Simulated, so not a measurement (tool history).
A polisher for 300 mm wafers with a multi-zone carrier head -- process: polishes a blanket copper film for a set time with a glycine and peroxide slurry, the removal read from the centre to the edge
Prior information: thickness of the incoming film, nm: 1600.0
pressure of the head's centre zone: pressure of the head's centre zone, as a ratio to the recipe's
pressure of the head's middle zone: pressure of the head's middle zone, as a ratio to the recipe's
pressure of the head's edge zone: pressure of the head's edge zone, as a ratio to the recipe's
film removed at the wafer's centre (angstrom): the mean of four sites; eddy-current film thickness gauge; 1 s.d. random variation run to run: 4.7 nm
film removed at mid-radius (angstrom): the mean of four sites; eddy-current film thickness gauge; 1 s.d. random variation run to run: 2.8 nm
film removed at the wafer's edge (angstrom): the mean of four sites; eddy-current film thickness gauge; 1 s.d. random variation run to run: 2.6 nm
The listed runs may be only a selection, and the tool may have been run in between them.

| run | hour | flow of slurry (ml/min) | pressure of the head's centre zone | pressure of the head's middle zone | pressure of the head's edge zone | polishing time (s) | film removed at the wafer's centre (angstrom) | film removed at mid-radius (angstrom) | film removed at the wafer's edge (angstrom) |
|---|---|---|---|---|---|---|---|---|---|
| 1 | 0.0 | 280 | 1.00 | 1.00 | 1.00 | 53 | 3706.1 | 3695.1 | 3691.1 |
| 2 | 1.6 | 280 | 1.08 | 1.00 | 1.00 | 53 | 4040.3 | 3692.7 | 3706.3 |
| 3 | 6.1 | 280 | 1.08 | 1.00 | 1.04 | 53 | 4010.3 | 3733.4 | 3720.4 |
| 4 | 10.7 | 280 | 1.08 | 1.00 | 1.09 | 53 | 4065.2 | 3790.6 | 3851.3 |
| 5 | 19.7 | 275 | 1.07 | 0.99 | 1.03 | 52 | 4043.2 | 3626.0 | 3628.6 |
| 6 | 21.3 | 265 | 1.04 | 0.98 | 0.99 | 51 | 3749.0 | 3523.6 | 3520.4 |
| 7 | 25.3 | 260 | 1.04 | 0.97 | 0.96 | 50 | 3753.3 | 3370.5 | 3348.9 |
| 8 | 30.5 | 255 | 1.03 | 0.96 | 0.95 | 50 | 3631.7 | 3325.0 | 3332.6 |

Run 9, settings as shown, results not yet in. Your forecast:
| 9 | 32.6 | 245 | 1.03 | 0.96 | 0.94 | 50 | ? | ? | ? |

{"run 9": {"film removed at the wafer's centre (angstrom)": 3678.2, "film removed at mid-radius (angstrom)": 3346.4, "film removed at the wafer's edge (angstrom)": 3361.1}}

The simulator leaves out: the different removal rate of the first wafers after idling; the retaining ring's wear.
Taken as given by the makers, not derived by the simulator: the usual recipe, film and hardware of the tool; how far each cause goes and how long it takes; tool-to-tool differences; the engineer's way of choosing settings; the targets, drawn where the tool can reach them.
